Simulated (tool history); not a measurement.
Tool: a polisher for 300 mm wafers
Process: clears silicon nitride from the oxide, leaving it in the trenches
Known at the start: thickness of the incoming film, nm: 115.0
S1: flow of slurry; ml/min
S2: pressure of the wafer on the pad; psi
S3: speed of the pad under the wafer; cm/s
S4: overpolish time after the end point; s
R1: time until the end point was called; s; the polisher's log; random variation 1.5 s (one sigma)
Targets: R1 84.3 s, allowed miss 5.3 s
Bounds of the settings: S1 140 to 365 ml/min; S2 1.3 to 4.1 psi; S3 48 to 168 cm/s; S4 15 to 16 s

{"run": 1, "hour": 0.0, "S1": 235, "S2": 2.7, "S3": 108, "S4": 15, "R1": 129.46}
{"run": 2, "hour": 8.1, "S1": 235, "S2": 3.1, "S3": 108, "S4": 15, "R1": 119.79}
{"run": 3, "hour": 13.3, "S1": 235, "S2": 3.2, "S3": 110, "S4": 15, "R1": 112.65}
{"run": 4, "hour": 19.3, "S1": 180, "S2": 3.2, "S3": 110, "S4": 15, "R1": 115.42}
{"run": 5, "hour": 23.8, "S1": 180, "S2": 3.2, "S3": 110, "S4": 15, "R1": 120.15}
{"run": 6, "hour": 29.5, "S1": 220, "S2": 3.2, "S3": 110, "S4": 15, "R1": 120.2}
{"run": 7, "hour": 34.1, "S1": 220, "S2": 3.3, "S3": 116, "S4": 15, "R1": 109.28}
{"run": 8, "hour": 40.0, "S1": 220, "S2": 3.4, "S3": 118, "S4": 15, "R1": 102.11}
{"run": 9, "hour": 44.0, "S1": 220, "S2": 3.5, "S3": 118, "S4": 15, "R1": 98.985}
{"run": 10, "hour": 50.2, "S1": 220, "S2": 3.6, "S3": 118, "S4": 15, "R1": 100.03}
{"run": 11, "hour": 58.5, "S1": 220, "S2": 3.7, "S3": 120, "S4": 15, "R1": 92.226}

5 next moves are on the table. One of them brings every result within its allowed miss. Which?
{"run": "A", "hour": 66.8, "S1": 205, "S2": 3.4, "S3": 122, "S4": 15, "R1": "?"}
{"run": "B", "hour": 66.8, "S1": 210, "S2": 3.4, "S3": 118, "S4": 16, "R1": "?"}
{"run": "C", "hour": 66.8, "S1": 245, "S2": 3.6, "S3": 102, "S4": 15, "R1": "?"}
{"run": "D", "hour": 66.8, "S1": 215, "S2": 3.9, "S3": 110, "S4": 15, "R1": "?"}
{"run": "E", "hour": 66.8, "S1": 255, "S2": 4.1, "S3": 118, "S4": 15, "R1": "?"}

move=A R1=100.29
move=B R1=103.23
move=C R1=111.09
move=D R1=98.071
move=E R1=85.904
A: further off than the last run
B: further off than the last run
C: further off than the last run
D: further off than the last run
E: meets every target
Move E is the one to make.
